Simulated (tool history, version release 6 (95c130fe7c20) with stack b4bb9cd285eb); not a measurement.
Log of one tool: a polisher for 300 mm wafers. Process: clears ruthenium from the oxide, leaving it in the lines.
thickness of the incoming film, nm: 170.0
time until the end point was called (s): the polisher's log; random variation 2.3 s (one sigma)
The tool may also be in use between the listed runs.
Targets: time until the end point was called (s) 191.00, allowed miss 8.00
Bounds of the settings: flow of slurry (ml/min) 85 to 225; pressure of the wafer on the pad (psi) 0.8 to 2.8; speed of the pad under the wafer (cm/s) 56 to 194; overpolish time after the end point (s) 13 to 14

run  hour  flow of slurry (ml/min)  pressure of the wafer on the pad (psi)  speed of the pad under the wafer (cm/s)  overpolish time after the end point (s)  time until the end point was called (s)
  1   0.0                      145                                     1.8                                      124                                       13                                   112.12
  2   4.2                      145                                     1.6                                      124                                       13                                   126.37
  3  11.4                      175                                     1.6                                      124                                       13                                   124.21
  4  16.9                      175                                     1.6                                      124                                       13                                   122.15
  5  20.5                      175                                     1.5                                      124                                       13                                   129.31
  6  27.5                      175                                     1.5                                      104                                       13                                   154.95
  7  28.7                      160                                     1.1                                      102                                       13                                   214.90
  8  32.8                      165                                     1.1                                      102                                       13                                   216.68

Which of these 5 next moves meets every target?
  A  36.9                      165                                     1.2                                      106                                       14                                        ?
  B  36.9                      215                                     1.6                                       84                                       14                                        ?
  C  36.9                      150                                     0.9                                      156                                       14                                        ?
  D  36.9                      155                                     1.1                                       82                                       13                                        ?
  E  36.9                      195                                     1.2                                       80                                       14                                        ?

move  time until the end point was called (s)
   A                                   187.19
   B                                   170.88
   C                                   171.82
   D                                   263.04
   E                                   239.13
A: meets every target
B: takes the result that was furthest off past its target
C: takes the result that was furthest off past its target
D: further off than the last run
E: further off than the last run
Answer: A
